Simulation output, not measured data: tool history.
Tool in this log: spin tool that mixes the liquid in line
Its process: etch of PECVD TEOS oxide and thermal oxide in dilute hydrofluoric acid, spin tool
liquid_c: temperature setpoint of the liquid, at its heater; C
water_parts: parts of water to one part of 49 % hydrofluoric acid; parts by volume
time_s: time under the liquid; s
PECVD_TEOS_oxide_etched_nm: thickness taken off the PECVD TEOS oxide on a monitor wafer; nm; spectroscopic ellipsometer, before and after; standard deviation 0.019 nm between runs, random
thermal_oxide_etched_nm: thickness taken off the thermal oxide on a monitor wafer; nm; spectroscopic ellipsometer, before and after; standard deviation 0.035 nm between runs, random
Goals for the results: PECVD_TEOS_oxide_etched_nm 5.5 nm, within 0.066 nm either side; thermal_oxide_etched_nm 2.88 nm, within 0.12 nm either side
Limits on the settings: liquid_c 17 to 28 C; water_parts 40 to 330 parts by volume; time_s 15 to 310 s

Run 1, day 0: liquid_c 20 C, water_parts 185 parts by volume, time_s 160 s. Result: PECVD_TEOS_oxide_etched_nm 5.9949 nm, thermal_oxide_etched_nm 3.2396 nm.
Run 2, day 0.338: liquid_c 19 C, water_parts 185 parts by volume, time_s 160 s. Result: PECVD_TEOS_oxide_etched_nm 5.8181 nm, thermal_oxide_etched_nm 3.0596 nm.
Run 3, day 0.483: liquid_c 19 C, water_parts 160 parts by volume, time_s 160 s. Result: PECVD_TEOS_oxide_etched_nm 6.8667 nm, thermal_oxide_etched_nm 3.5611 nm.
Run 4, day 0.633: liquid_c 18.5 C, water_parts 170 parts by volume, time_s 160 s. Result: PECVD_TEOS_oxide_etched_nm 6.2711 nm, thermal_oxide_etched_nm 3.2675 nm.
Run 5, day 0.938: liquid_c 18.5 C, water_parts 170 parts by volume, time_s 115 s. Result: PECVD_TEOS_oxide_etched_nm 4.4964 nm, thermal_oxide_etched_nm 2.2967 nm.
Run 6, day 1.183: liquid_c 21.5 C, water_parts 170 parts by volume, time_s 115 s. Result: PECVD_TEOS_oxide_etched_nm 5.0563 nm, thermal_oxide_etched_nm 2.6442 nm.
Run 7, day 1.442: liquid_c 21.5 C, water_parts 170 parts by volume, time_s 115 s. Result: PECVD_TEOS_oxide_etched_nm 5.0694 nm, thermal_oxide_etched_nm 2.5946 nm.
Run 8, day 1.633: liquid_c 22 C, water_parts 170 parts by volume, time_s 115 s. Result: PECVD_TEOS_oxide_etched_nm 5.1621 nm, thermal_oxide_etched_nm 2.695 nm.
Run 9, day 1.762: liquid_c 22.5 C, water_parts 170 parts by volume, time_s 115 s. Result: PECVD_TEOS_oxide_etched_nm 5.2928 nm, thermal_oxide_etched_nm 2.7613 nm.
Run 10, day 1.858: liquid_c 23 C, water_parts 170 parts by volume, time_s 115 s. Result: PECVD_TEOS_oxide_etched_nm 5.3676 nm, thermal_oxide_etched_nm 2.8071 nm.

Next run, 4 choices. One meets every target within its allowed miss, the rest don't. Which?
Run A, day 1.954: liquid_c 21.5 C, water_parts 195 parts by volume, time_s 140 s. Result: PECVD_TEOS_oxide_etched_nm ?, thermal_oxide_etched_nm ?.
Run B, day 1.954: liquid_c 22.5 C, water_parts 195 parts by volume, time_s 135 s. Result: PECVD_TEOS_oxide_etched_nm ?, thermal_oxide_etched_nm ?.
Run C, day 1.954: liquid_c 25.5 C, water_parts 235 parts by volume, time_s 160 s. Result: PECVD_TEOS_oxide_etched_nm ?, thermal_oxide_etched_nm ?.
Run D, day 1.954: liquid_c 20.5 C, water_parts 170 parts by volume, time_s 125 s. Result: PECVD_TEOS_oxide_etched_nm ?, thermal_oxide_etched_nm ?.

move  PECVD_TEOS_oxide_etched_nm  thermal_oxide_etched_nm
   A                      5.2551                   2.7444
   B                      5.2632                   2.7486
   C                      5.5375                   2.8919
   D                      5.3126                   2.7744
A: moves away from the targets compared with the last run
B: moves away from the targets compared with the last run
C: all results land within tolerance of their targets
D: moves away from the targets compared with the last run
Move C is the one to make.

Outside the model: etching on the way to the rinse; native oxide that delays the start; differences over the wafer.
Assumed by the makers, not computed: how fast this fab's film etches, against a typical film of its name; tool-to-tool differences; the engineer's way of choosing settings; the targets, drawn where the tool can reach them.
